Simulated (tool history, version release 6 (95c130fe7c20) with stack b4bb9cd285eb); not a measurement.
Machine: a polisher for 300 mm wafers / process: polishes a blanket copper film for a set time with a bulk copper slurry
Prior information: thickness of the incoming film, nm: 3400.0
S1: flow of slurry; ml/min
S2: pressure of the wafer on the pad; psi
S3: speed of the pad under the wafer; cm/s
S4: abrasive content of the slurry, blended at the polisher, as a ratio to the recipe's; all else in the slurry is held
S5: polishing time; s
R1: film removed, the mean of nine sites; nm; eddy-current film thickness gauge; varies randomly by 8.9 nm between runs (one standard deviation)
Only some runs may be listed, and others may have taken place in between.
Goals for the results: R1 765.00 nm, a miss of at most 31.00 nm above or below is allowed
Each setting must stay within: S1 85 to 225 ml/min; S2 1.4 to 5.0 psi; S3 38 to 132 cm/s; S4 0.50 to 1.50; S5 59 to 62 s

run,day,S1,S2,S3,S4,S5,R1
1,0.000,145,3.2,84,1.00,59,539.84
2,0.258,130,3.2,84,1.00,59,539.48
3,0.362,130,3.4,84,1.00,59,563.11
4,0.608,130,3.8,84,1.00,59,612.16
5,0.817,130,4.0,84,1.00,59,640.69
6,0.850,130,4.1,84,1.00,59,653.14
7,0.954,130,4.2,84,1.00,59,666.94
8,1.246,130,4.3,84,1.00,59,693.39

Pick the move, out of 4, that brings all results within their allowed miss; only one does.
A,1.538,95,3.8,92,1.20,61,?
B,1.538,120,4.1,88,1.00,59,?
C,1.538,140,4.1,74,0.95,61,?
D,1.538,140,3.4,108,1.25,59,?

move,R1
A,695.28
B,684.00
C,605.30
D,776.73
A: no better and no worse than the last run
B: moves away from the targets compared with the last run
C: moves away from the targets compared with the last run
D: each result inside its tolerance
Move D is the one to make.
